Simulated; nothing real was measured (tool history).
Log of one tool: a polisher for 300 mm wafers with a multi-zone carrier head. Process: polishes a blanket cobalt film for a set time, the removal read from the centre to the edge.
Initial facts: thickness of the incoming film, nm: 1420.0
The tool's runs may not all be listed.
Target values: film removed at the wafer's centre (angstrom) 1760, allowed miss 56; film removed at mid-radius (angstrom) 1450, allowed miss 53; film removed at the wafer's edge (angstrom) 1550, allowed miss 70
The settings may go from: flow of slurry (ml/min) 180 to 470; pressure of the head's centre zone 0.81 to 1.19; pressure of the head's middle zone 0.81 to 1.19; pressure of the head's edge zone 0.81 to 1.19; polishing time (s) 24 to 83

run,day,flow of slurry (ml/min),pressure of the head's centre zone,pressure of the head's middle zone,pressure of the head's edge zone,polishing time (s),film removed at the wafer's centre (angstrom),film removed at mid-radius (angstrom),film removed at the wafer's edge (angstrom)
1,0,300,1,1,1,53,1351.2,1336.3,1337.8
2,0.308,305,1.04,1,1.03,54,1445.8,1380.4,1363.5
3,0.508,305,1.04,1,1.09,54,1417.6,1368.5,1428.3
4,0.546,305,0.97,1,1.09,54,1301.6,1376.6,1417.8
5,0.733,305,0.97,1.07,1.09,54,1327,1458.5,1408.1
6,1.012,305,0.97,1.01,1.09,54,1345.4,1371.8,1440.4
7,1.062,315,1.02,1,1.1,55,1408.8,1399.1,1423.3
8,1.375,300,1.05,0.98,1.1,56,1515.3,1395.7,1480.6
9,1.696,295,1.07,0.98,1.11,56,1516.6,1368.3,1521.3
10,1.812,305,1.1,0.99,1.11,56,1575.4,1401.8,1508.2
11,2.146,310,1.12,0.99,1.11,56,1599,1400.5,1485.6
12,2.317,310,1.12,0.99,1.11,56,1600.7,1398.4,1473.6

Which one of the following 5 next-run settings gets every result inside its allowed miss? There is exactly one.
A,2.488,225,1.19,0.98,1.12,60,?,?,?
B,2.488,325,1.16,1.08,1.1,59,?,?,?
C,2.488,340,1.17,0.96,0.94,58,?,?,?
D,2.488,380,1.19,1,1.03,60,?,?,?
E,2.488,375,1.17,1.05,1.12,58,?,?,?

move,film removed at the wafer's centre (angstrom),film removed at mid-radius (angstrom),film removed at the wafer's edge (angstrom)
A,1723.9,1449.8,1545.9
B,1734.6,1616.7,1554.6
C,1726.6,1444.8,1422.5
D,1836.4,1561.2,1548
E,1743.8,1571.1,1558
A: all results land within tolerance of their targets
B: puts the biggest miss on target and leaves a different result outside tolerance
C: puts the biggest miss on target and leaves a different result outside tolerance
D: pushes the last run's worst result past its target
E: puts the biggest miss on target and leaves a different result outside tolerance
So the answer is move A, the one that meets all the targets.
